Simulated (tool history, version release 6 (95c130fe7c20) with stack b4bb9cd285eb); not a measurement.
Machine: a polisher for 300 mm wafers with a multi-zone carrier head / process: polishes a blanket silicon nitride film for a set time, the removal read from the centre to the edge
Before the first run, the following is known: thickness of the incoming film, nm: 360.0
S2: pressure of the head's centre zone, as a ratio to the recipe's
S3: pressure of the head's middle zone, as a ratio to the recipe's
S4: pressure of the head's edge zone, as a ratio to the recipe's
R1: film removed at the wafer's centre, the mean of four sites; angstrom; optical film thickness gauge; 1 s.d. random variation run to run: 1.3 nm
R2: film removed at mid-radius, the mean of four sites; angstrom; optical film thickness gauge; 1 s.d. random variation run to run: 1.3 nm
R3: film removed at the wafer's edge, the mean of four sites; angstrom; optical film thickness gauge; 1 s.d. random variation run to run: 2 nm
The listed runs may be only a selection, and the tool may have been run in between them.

run 1 hour=0 | flow_of_slurry_(ml/min)=300 S2=1 S3=1 S4=1 polishing_time_(s)=64 | R1=1519.5 R2=1491.9 R3=1507.8
run 2 hour=7.7 | flow_of_slurry_(ml/min)=295 S2=0.98 S3=0.99 S4=1.01 polishing_time_(s)=64 | R1=1480.5 R2=1472.5 R3=1511.4
run 3 hour=10.4 | flow_of_slurry_(ml/min)=290 S2=0.97 S3=0.98 S4=1.02 polishing_time_(s)=64 | R1=1463.1 R2=1460.5 R3=1529.5
run 4 hour=18.8 | flow_of_slurry_(ml/min)=285 S2=0.96 S3=0.97 S4=1.03 polishing_time_(s)=64 | R1=1438.5 R2=1427 R3=1530.9
run 5 hour=25.6 | flow_of_slurry_(ml/min)=285 S2=0.96 S3=0.97 S4=0.94 polishing_time_(s)=64 | R1=1454.5 R2=1466.1 R3=1474.7
run 6 hour=28.3 | flow_of_slurry_(ml/min)=285 S2=0.96 S3=1.02 S4=0.94 polishing_time_(s)=64 | R1=1433.8 R2=1516 R3=1415.3
run 7 hour=34.7 | flow_of_slurry_(ml/min)=280 S2=0.95 S3=1 S4=0.95 polishing_time_(s)=64 | R1=1404.7 R2=1482.8 R3=1455
-- hour=36 slurry nozzle cleaned
run 8 hour=36 | flow_of_slurry_(ml/min)=270 S2=0.94 S3=0.99 S4=0.96 polishing_time_(s)=64 | R1=1456.9 R2=1485.2 R3=1496.2

The next listed run, before its measurement:
run 9 hour=43.8 | flow_of_slurry_(ml/min)=275 S2=0.93 S3=0.98 S4=0.97 polishing_time_(s)=64 | R1=? R2=? R3=?

R1: 1436.7 angstrom
R2: 1459.7 angstrom
R3: 1505.8 angstrom
